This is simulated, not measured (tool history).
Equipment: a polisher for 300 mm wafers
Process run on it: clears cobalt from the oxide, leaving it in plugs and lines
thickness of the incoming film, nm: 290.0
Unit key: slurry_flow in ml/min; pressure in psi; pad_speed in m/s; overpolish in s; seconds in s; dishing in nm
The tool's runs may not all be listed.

| run | hour | slurry_flow | pressure | pad_speed | overpolish | seconds | dishing |
|---|---|---|---|---|---|---|---|
| 1 | 0 | 155 | 1.5 | 1.04 | 8 | 68.911 | 28.423 |
| 2 | 6.2 | 145 | 1.2 | 0.92 | 9 | 94.341 | 22.739 |
| 3 | 10.9 | 170 | 1.2 | 0.92 | 9 | 92.722 | 23.262 |
| 4 | 19.1 | 165 | 1 | 0.82 | 10 | 126.23 | 20.065 |
| 5 | 23.7 | 165 | 0.9 | 0.8 | 11 | 139.72 | 19.63 |
| 6 | 28.2 | 165 | 0.8 | 0.8 | 12 | 157.29 | 18.947 |

For run 7, what comes out?
| 7 | 35.6 | 145 | 0.7 | 0.78 | 14 | ? | ? |

seconds: 188.86 s
dishing: 18.832 nm
